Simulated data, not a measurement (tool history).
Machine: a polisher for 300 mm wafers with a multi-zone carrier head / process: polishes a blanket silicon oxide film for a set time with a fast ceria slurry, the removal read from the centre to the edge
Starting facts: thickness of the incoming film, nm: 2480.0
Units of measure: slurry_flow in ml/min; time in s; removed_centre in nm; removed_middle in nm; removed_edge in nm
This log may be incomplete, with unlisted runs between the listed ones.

{"run": 1, "hour": 0.0, "slurry_flow": 205, "centre_zone": 1.0, "middle_zone": 1.0, "edge_zone": 1.0, "time": 74, "removed_centre": 724.93, "removed_middle": 755.64, "removed_edge": 730.98}
{"run": 2, "hour": 5.1, "slurry_flow": 205, "centre_zone": 1.0, "middle_zone": 0.97, "edge_zone": 1.0, "time": 74, "removed_centre": 718.29, "removed_middle": 715.37, "removed_edge": 713.07}
{"run": 3, "hour": 8.9, "slurry_flow": 205, "centre_zone": 1.0, "middle_zone": 0.94, "edge_zone": 0.96, "time": 67, "removed_centre": 664.51, "removed_middle": 626.01, "removed_edge": 642.2}
{"run": 4, "hour": 15.4, "slurry_flow": 210, "centre_zone": 1.0, "middle_zone": 0.94, "edge_zone": 0.93, "time": 60, "removed_centre": 588.5, "removed_middle": 580.06, "removed_edge": 572.41}
{"run": 5, "hour": 21.0, "slurry_flow": 205, "centre_zone": 1.01, "middle_zone": 0.92, "edge_zone": 0.9, "time": 56, "removed_centre": 552.25, "removed_middle": 518.41, "removed_edge": 518.45}
{"run": 6, "hour": 28.7, "slurry_flow": 195, "centre_zone": 1.02, "middle_zone": 0.91, "edge_zone": 0.88, "time": 54, "removed_centre": 538.13, "removed_middle": 511.86, "removed_edge": 497.0}
{"run": 7, "hour": 30.5, "slurry_flow": 195, "centre_zone": 1.03, "middle_zone": 0.89, "edge_zone": 0.87, "time": 51, "removed_centre": 509.74, "removed_middle": 482.91, "removed_edge": 475.44}

Forecast run 8:
{"run": 8, "hour": 32.1, "slurry_flow": 205, "centre_zone": 1.05, "middle_zone": 0.87, "edge_zone": 0.86, "time": 48, "removed_centre": "?", "removed_middle": "?", "removed_edge": "?"}

removed_centre: 491.87 nm
removed_middle: 435.59 nm
removed_edge: 440.66 nm

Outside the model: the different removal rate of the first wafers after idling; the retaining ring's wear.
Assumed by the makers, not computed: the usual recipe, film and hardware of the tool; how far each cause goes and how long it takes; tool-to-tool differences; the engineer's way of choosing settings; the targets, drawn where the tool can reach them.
